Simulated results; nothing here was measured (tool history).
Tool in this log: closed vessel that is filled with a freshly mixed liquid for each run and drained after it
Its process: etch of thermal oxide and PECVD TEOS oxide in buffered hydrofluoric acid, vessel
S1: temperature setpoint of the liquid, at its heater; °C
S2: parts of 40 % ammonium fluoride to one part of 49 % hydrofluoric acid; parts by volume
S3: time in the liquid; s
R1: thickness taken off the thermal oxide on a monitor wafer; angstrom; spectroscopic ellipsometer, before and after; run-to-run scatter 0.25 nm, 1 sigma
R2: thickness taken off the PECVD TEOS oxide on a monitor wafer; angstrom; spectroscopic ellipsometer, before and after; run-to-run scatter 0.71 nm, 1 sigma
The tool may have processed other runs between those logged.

| run | hour | S1 | S2 | S3 | R1 | R2 |
|---|---|---|---|---|---|---|
| 1 | 0.0 | 21.0 | 12.5 | 60 | 460.53 | 1575.60 |
| 2 | 1.5 | 20.0 | 13.0 | 60 | 412.91 | 1424.90 |
| 3 | 4.6 | 20.0 | 13.0 | 80 | 544.72 | 1883.00 |
| 4 | 10.6 | 20.0 | 13.0 | 60 | 414.97 | 1441.20 |
| 5 | 14.2 | 20.0 | 13.0 | 50 | 348.11 | 1194.20 |
| 6 | 18.2 | 20.0 | 15.5 | 50 | 288.22 | 994.99 |

Run 7 is up next; what results do you expect?
| 7 | 24.0 | 20.5 | 15.5 | 50 | ? | ? |

Run 7 gave R1 300.52 angstrom, R2 1034.70 angstrom.

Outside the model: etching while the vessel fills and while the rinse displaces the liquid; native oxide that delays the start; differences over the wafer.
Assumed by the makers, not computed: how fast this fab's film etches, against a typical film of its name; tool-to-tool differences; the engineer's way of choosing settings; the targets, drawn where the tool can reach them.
